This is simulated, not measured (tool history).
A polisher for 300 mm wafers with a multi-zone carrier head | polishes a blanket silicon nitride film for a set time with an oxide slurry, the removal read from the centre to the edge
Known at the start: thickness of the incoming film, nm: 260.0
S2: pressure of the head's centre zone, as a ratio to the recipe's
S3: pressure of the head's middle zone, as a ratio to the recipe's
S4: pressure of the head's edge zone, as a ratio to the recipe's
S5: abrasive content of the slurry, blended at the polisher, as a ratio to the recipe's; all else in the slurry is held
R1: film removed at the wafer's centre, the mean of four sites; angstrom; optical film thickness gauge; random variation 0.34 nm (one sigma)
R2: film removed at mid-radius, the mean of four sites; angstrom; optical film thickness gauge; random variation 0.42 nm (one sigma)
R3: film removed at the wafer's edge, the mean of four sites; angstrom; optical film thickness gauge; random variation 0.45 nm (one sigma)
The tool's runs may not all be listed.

{"run": 1, "day": 0.0, "flow of slurry (ml/min)": 175, "S2": 1.0, "S3": 1.0, "S4": 1.0, "S5": 1.0, "polishing time (s)": 64, "R1": 438.58, "R2": 434.69, "R3": 441.77}
{"run": 2, "day": 0.125, "flow of slurry (ml/min)": 175, "S2": 0.96, "S3": 1.0, "S4": 1.0, "S5": 1.0, "polishing time (s)": 64, "R1": 422.79, "R2": 434.52, "R3": 451.82}
{"run": 3, "day": 0.254, "flow of slurry (ml/min)": 170, "S2": 0.94, "S3": 1.0, "S4": 0.99, "S5": 0.9, "polishing time (s)": 62, "R1": 390.59, "R2": 412.4, "R3": 408.56}
{"run": 4, "day": 0.588, "flow of slurry (ml/min)": 170, "S2": 0.94, "S3": 1.0, "S4": 0.94, "S5": 0.9, "polishing time (s)": 62, "R1": 385.65, "R2": 416.54, "R3": 400.04}
{"run": 5, "day": 0.792, "flow of slurry (ml/min)": 165, "S2": 0.91, "S3": 0.97, "S4": 0.95, "S5": 0.8, "polishing time (s)": 61, "R1": 358.51, "R2": 380.89, "R3": 382.68}
{"run": 6, "day": 1.129, "flow of slurry (ml/min)": 165, "S2": 0.91, "S3": 0.97, "S4": 0.95, "S5": 0.8, "polishing time (s)": 74, "R1": 435.17, "R2": 464.91, "R3": 465.47}
{"run": 7, "day": 1.35, "flow of slurry (ml/min)": 160, "S2": 0.89, "S3": 0.96, "S4": 0.95, "S5": 0.75, "polishing time (s)": 70, "R1": 388.59, "R2": 417.29, "R3": 431.37}
{"run": 8, "day": 1.608, "flow of slurry (ml/min)": 155, "S2": 0.88, "S3": 0.95, "S4": 0.94, "S5": 0.7, "polishing time (s)": 67, "R1": 370.08, "R2": 395.13, "R3": 399.51}
{"run": 9, "day": 1.962, "flow of slurry (ml/min)": 155, "S2": 0.87, "S3": 0.94, "S4": 0.95, "S5": 0.65, "polishing time (s)": 64, "R1": 337.68, "R2": 353.68, "R3": 375.64}
{"run": 10, "day": 2.092, "flow of slurry (ml/min)": 155, "S2": 0.86, "S3": 0.94, "S4": 0.95, "S5": 0.6, "polishing time (s)": 63, "R1": 325.02, "R2": 347.76, "R3": 367.26}
{"run": 11, "day": 2.117, "flow of slurry (ml/min)": 150, "S2": 0.85, "S3": 0.94, "S4": 0.94, "S5": 0.6, "polishing time (s)": 62, "R1": 314.83, "R2": 337.35, "R3": 349.74}

Run 12 comes next. What will it give?
{"run": 12, "day": 2.288, "flow of slurry (ml/min)": 145, "S2": 0.84, "S3": 0.94, "S4": 0.94, "S5": 0.6, "polishing time (s)": 61, "R1": "?", "R2": "?", "R3": "?"}

R1: 298.04 angstrom
R2: 335.00 angstrom
R3: 347.08 angstrom
